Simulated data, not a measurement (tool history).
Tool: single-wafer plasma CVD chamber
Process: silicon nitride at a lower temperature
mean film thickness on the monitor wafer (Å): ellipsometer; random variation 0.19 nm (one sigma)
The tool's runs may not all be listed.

run  hour  heater temperature setpoint (K)  chamber pressure (mTorr)  RF power (kW)  deposition time (s)  mean film thickness on the monitor wafer (Å)
  1   0.0                           603.15                      1790          0.250                 34.5                                        369.82
  2   8.3                           595.15                      1790          0.250                 34.5                                        370.10
  3  16.5                           595.15                      2070          0.250                 34.5                                        390.76
  4  22.3                           595.15                      2200          0.250                 34.5                                        402.24
  5  25.2                           595.15                      2280          0.250                 34.5                                        406.38
  6  27.1                           605.15                      2280          0.250                 34.5                                        400.80
  7  31.9                           604.15                      2360          0.250                 34.5                                        403.81
  8  40.4                           602.15                      2410          0.250                 34.5                                        413.51

Run 9 comes next. What will it give?
  9  43.1                           597.15                      2500          0.250                 34.5                                             ?

mean film thickness on the monitor wafer (Å): 415.60
